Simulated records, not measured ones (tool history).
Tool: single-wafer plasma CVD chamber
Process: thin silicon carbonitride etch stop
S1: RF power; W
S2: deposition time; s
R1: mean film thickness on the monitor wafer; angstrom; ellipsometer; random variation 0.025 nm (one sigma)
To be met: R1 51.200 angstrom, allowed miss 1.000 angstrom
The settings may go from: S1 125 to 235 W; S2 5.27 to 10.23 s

Run 1, hour 0.0: S1 180 W, S2 7.75 s. Result: R1 42.873 angstrom.
Run 2, hour 5.0: S1 190 W, S2 7.99 s. Result: R1 44.853 angstrom.
Run 3, hour 8.0: S1 170 W, S2 7.99 s. Result: R1 43.489 angstrom.
Run 4, hour 15.9: S1 170 W, S2 6.90 s. Result: R1 37.665 angstrom.
Run 5, hour 24.6: S1 180 W, S2 7.37 s. Result: R1 40.817 angstrom.
Run 6, hour 29.8: S1 180 W, S2 8.34 s. Result: R1 46.520 angstrom.
Run 7, hour 36.6: S1 190 W, S2 8.43 s. Result: R1 47.503 angstrom.
Run 8, hour 38.7: S1 195 W, S2 8.51 s. Result: R1 48.165 angstrom.
Run 9, hour 42.5: S1 200 W, S2 8.59 s. Result: R1 48.436 angstrom.
Run 10, hour 46.5: S1 200 W, S2 8.70 s. Result: R1 49.543 angstrom.
Run 11, hour 55.5: S1 205 W, S2 8.75 s. Result: R1 50.186 angstrom.

4 next moves are on the table. One of them brings every result within its allowed miss. Which?
Run A, hour 64.5: S1 195 W, S2 9.04 s. Result: R1 ?.
Run B, hour 64.5: S1 205 W, S2 8.50 s. Result: R1 ?.
Run C, hour 64.5: S1 220 W, S2 8.46 s. Result: R1 ?.
Run D, hour 64.5: S1 180 W, S2 8.72 s. Result: R1 ?.

move      R1
   A  50.784
   B  48.285
   C  48.831
   D  48.136
A: meets every target
B: further off than the last run
C: further off than the last run
D: further off than the last run
Move A is the one to make.
